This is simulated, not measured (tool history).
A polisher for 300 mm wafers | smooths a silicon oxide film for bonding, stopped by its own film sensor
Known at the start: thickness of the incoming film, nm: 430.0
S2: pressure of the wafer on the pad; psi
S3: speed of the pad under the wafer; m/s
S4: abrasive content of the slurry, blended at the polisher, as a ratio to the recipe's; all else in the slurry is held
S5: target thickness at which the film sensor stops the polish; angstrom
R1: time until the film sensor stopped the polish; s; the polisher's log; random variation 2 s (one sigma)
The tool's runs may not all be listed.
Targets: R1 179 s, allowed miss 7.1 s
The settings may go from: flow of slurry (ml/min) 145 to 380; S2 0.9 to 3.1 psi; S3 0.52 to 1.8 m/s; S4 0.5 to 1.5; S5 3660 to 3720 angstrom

Run 1, hour 0: flow of slurry (ml/min) 245, S2 2 psi, S3 1.16 m/s, S4 1, S5 3660 angstrom. Result: R1 97.474 s.
Run 2, hour 3.9: flow of slurry (ml/min) 205, S2 2 psi, S3 1.16 m/s, S4 1, S5 3660 angstrom. Result: R1 97.908 s.
Run 3, hour 9.3: flow of slurry (ml/min) 205, S2 2 psi, S3 1.16 m/s, S4 0.9, S5 3660 angstrom. Result: R1 103.1 s.
Run 4, hour 14.5: flow of slurry (ml/min) 205, S2 1.8 psi, S3 1.16 m/s, S4 0.9, S5 3660 angstrom. Result: R1 112.66 s.
Run 5, hour 19.8: flow of slurry (ml/min) 205, S2 1.8 psi, S3 1.16 m/s, S4 1, S5 3660 angstrom. Result: R1 111.65 s.
Run 6, hour 27.3: flow of slurry (ml/min) 265, S2 1.8 psi, S3 1.16 m/s, S4 1, S5 3660 angstrom. Result: R1 104.96 s.
Run 7, hour 35.8: flow of slurry (ml/min) 260, S2 1.6 psi, S3 1.14 m/s, S4 1, S5 3660 angstrom. Result: R1 120.52 s.
Run 8, hour 38.9: flow of slurry (ml/min) 260, S2 1.5 psi, S3 1.14 m/s, S4 1, S5 3660 angstrom. Result: R1 126.06 s.
Run 9, hour 44.6: flow of slurry (ml/min) 260, S2 0.9 psi, S3 1.04 m/s, S4 1, S5 3660 angstrom. Result: R1 222.98 s.
Run 10, hour 49: flow of slurry (ml/min) 270, S2 0.9 psi, S3 1.04 m/s, S4 1, S5 3660 angstrom. Result: R1 220.63 s.
Run 11, hour 52.4: flow of slurry (ml/min) 275, S2 0.9 psi, S3 1.04 m/s, S4 1, S5 3660 angstrom. Result: R1 216.66 s.
Run 12, hour 57.6: flow of slurry (ml/min) 280, S2 0.9 psi, S3 1.04 m/s, S4 1, S5 3660 angstrom. Result: R1 219.49 s.

Which of these 4 next moves meets every target?
Run A, hour 62.8: flow of slurry (ml/min) 270, S2 1 psi, S3 1.04 m/s, S4 1, S5 3690 angstrom. Result: R1 ?.
Run B, hour 62.8: flow of slurry (ml/min) 285, S2 0.9 psi, S3 1.18 m/s, S4 1.05, S5 3720 angstrom. Result: R1 ?.
Run C, hour 62.8: flow of slurry (ml/min) 320, S2 0.9 psi, S3 1.1 m/s, S4 1.05, S5 3670 angstrom. Result: R1 ?.
Run D, hour 62.8: flow of slurry (ml/min) 295, S2 1.1 psi, S3 1.2 m/s, S4 0.9, S5 3700 angstrom. Result: R1 ?.

move      R1
   A  189.29
   B  176.73
   C  199.56
   D  160.56
A: nearer than the last run, and not there yet
B: meets every target
C: nearer than the last run, and not there yet
D: takes the result that was furthest off past its target
The right move is B.
